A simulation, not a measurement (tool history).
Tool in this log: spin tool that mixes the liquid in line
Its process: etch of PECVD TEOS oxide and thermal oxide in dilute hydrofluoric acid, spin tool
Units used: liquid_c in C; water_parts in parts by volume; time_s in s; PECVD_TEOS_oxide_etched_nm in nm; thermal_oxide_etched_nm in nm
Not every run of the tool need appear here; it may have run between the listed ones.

| run | hour | liquid_c | water_parts | time_s | PECVD_TEOS_oxide_etched_nm | thermal_oxide_etched_nm |
|---|---|---|---|---|---|---|
| 1 | 0 | 25 | 55 | 70 | 11.63 | 5.7411 |
| 2 | 5.9 | 28.5 | 55 | 70 | 13.339 | 6.8239 |
| 3 | 12.3 | 29 | 50 | 70 | 15.08 | 7.574 |
| 4 | 13.4 | 32 | 50 | 70 | 17.083 | 8.592 |
| 5 | 20.8 | 33 | 50 | 70 | 17.525 | 9.0008 |
| 6 | 22.4 | 33 | 50 | 45 | 11.285 | 5.7718 |
| 7 | 25.4 | 33 | 45 | 45 | 12.713 | 6.363 |
| 8 | 31.6 | 33 | 40 | 45 | 14.431 | 7.2354 |
| 9 | 33.6 | 33 | 35 | 45 | 16.615 | 8.2732 |
|  | 41.2 | thermometer replaced |
| 10 | 41.2 | 33 | 30 | 45 | 21.258 | 10.577 |
| 11 | 42.8 | 32.5 | 30 | 45 | 20.993 | 10.577 |
| 12 | 43.6 | 32.5 | 30 | 45 | 20.813 | 10.561 |

Expected results for the next run?
| 13 | 47.3 | 32 | 30 | 45 | ? | ? |

For run 13 the tool returned PECVD_TEOS_oxide_etched_nm 20.428 nm, thermal_oxide_etched_nm 10.273 nm.
